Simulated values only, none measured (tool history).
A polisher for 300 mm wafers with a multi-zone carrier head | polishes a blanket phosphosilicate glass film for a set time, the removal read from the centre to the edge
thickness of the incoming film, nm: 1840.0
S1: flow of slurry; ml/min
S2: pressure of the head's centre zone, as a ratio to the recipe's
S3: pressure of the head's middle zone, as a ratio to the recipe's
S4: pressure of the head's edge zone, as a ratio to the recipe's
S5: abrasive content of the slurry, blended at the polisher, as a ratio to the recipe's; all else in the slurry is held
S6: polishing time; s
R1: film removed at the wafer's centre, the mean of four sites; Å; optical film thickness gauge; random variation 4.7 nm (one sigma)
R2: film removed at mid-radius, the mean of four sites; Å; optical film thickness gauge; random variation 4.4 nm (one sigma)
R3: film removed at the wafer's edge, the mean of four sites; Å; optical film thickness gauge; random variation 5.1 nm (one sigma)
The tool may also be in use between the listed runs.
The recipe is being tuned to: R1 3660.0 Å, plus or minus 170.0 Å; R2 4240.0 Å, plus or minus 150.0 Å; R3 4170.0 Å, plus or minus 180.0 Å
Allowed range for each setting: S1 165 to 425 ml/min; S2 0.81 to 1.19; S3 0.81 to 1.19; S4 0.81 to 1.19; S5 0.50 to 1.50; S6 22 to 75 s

{"run": 1, "hour": 0.0, "S1": 275, "S2": 1.0, "S3": 1.0, "S4": 1.0, "S5": 1.0, "S6": 48, "R1": 6850.7, "R2": 6311.5, "R3": 6378.1}
{"run": 2, "hour": 3.8, "S1": 275, "S2": 1.07, "S3": 1.0, "S4": 1.0, "S5": 1.0, "S6": 48, "R1": 7527.3, "R2": 6338.8, "R3": 6129.5}
{"run": 3, "hour": 8.5, "S1": 315, "S2": 1.07, "S3": 1.0, "S4": 1.0, "S5": 1.0, "S6": 48, "R1": 7442.3, "R2": 6227.9, "R3": 6256.1}
{"run": 4, "hour": 14.2, "S1": 305, "S2": 1.01, "S3": 1.01, "S4": 0.99, "S5": 0.85, "S6": 45, "R1": 6069.8, "R2": 5411.8, "R3": 5357.5}
{"run": 5, "hour": 15.9, "S1": 305, "S2": 1.06, "S3": 1.01, "S4": 0.99, "S5": 0.85, "S6": 45, "R1": 6541.6, "R2": 5372.0, "R3": 5515.4}
{"run": 6, "hour": 19.1, "S1": 305, "S2": 1.06, "S3": 1.01, "S4": 0.99, "S5": 0.85, "S6": 51, "R1": 7248.7, "R2": 6189.1, "R3": 6093.7}
{"run": 7, "hour": 21.3, "S1": 300, "S2": 0.99, "S3": 1.03, "S4": 0.99, "S5": 0.75, "S6": 48, "R1": 5960.4, "R2": 5468.4, "R3": 5419.3}
{"run": 8, "hour": 28.0, "S1": 295, "S2": 0.94, "S3": 1.05, "S4": 1.0, "S5": 0.7, "S6": 46, "R1": 5092.6, "R2": 5027.3, "R3": 4932.8}
{"run": 9, "hour": 29.8, "S1": 295, "S2": 0.94, "S3": 1.05, "S4": 1.0, "S5": 0.7, "S6": 46, "R1": 5119.0, "R2": 5030.0, "R3": 4980.3}
{"run": 10, "hour": 38.5, "S1": 290, "S2": 0.91, "S3": 1.06, "S4": 1.0, "S5": 0.65, "S6": 45, "R1": 4707.1, "R2": 4721.6, "R3": 4599.1}
{"run": 11, "hour": 42.7, "S1": 285, "S2": 0.88, "S3": 1.08, "S4": 1.03, "S5": 0.6, "S6": 45, "R1": 4238.2, "R2": 4451.0, "R3": 4372.9}
{"run": 12, "hour": 49.6, "S1": 275, "S2": 0.86, "S3": 1.09, "S4": 1.04, "S5": 0.6, "S6": 45, "R1": 4110.4, "R2": 4620.9, "R3": 4298.7}
{"run": 13, "hour": 55.4, "S1": 270, "S2": 0.85, "S3": 1.08, "S4": 1.06, "S5": 0.6, "S6": 45, "R1": 4026.7, "R2": 4518.4, "R3": 4433.4}
{"hour": 57.9, "done": "centre zone pressure recalibrated"}
{"run": 14, "hour": 57.9, "S1": 270, "S2": 0.84, "S3": 1.08, "S4": 1.06, "S5": 0.6, "S6": 45, "R1": 3668.3, "R2": 4453.7, "R3": 4439.0}
{"run": 15, "hour": 58.7, "S1": 270, "S2": 0.84, "S3": 1.08, "S4": 1.05, "S5": 0.6, "S6": 45, "R1": 3639.2, "R2": 4593.2, "R3": 4479.2}
{"run": 16, "hour": 61.9, "S1": 270, "S2": 0.84, "S3": 1.08, "S4": 1.05, "S5": 0.55, "S6": 45, "R1": 3402.1, "R2": 4293.9, "R3": 4113.9}
{"run": 17, "hour": 70.8, "S1": 280, "S2": 0.85, "S3": 1.08, "S4": 1.05, "S5": 0.55, "S6": 45, "R1": 3420.5, "R2": 4255.6, "R3": 4282.4}
{"run": 18, "hour": 78.5, "S1": 270, "S2": 0.86, "S3": 1.08, "S4": 1.05, "S5": 0.55, "S6": 45, "R1": 3477.2, "R2": 4287.6, "R3": 4079.2}
{"run": 19, "hour": 79.7, "S1": 275, "S2": 0.86, "S3": 1.08, "S4": 1.05, "S5": 0.55, "S6": 45, "R1": 3451.7, "R2": 4240.5, "R3": 4150.8}

Which single option among these 4 for the next run brings every result within its allowed miss of target? Just one does.
{"run": "A", "hour": 80.9, "S1": 265, "S2": 0.83, "S3": 1.08, "S4": 1.04, "S5": 0.55, "S6": 45, "R1": "?", "R2": "?", "R3": "?"}
{"run": "B", "hour": 80.9, "S1": 215, "S2": 0.81, "S3": 1.17, "S4": 1.04, "S5": 0.5, "S6": 49, "R1": "?", "R2": "?", "R3": "?"}
{"run": "C", "hour": 80.9, "S1": 335, "S2": 0.88, "S3": 1.03, "S4": 0.97, "S5": 0.6, "S6": 43, "R1": "?", "R2": "?", "R3": "?"}
{"run": "D", "hour": 80.9, "S1": 180, "S2": 0.81, "S3": 1.13, "S4": 1.03, "S5": 0.7, "S6": 39, "R1": "?", "R2": "?", "R3": "?"}

move=A R1=3305.4 R2=4182.9 R3=4111.4
move=B R1=3161.3 R2=4398.3 R3=4060.7
move=C R1=3670.4 R2=4198.4 R3=4132.1
move=D R1=3133.6 R2=4247.0 R3=4050.2
A: its largest miss is bigger than the last run's
B: its largest miss is bigger than the last run's
C: each result inside its tolerance
D: its largest miss is bigger than the last run's
Answer: C
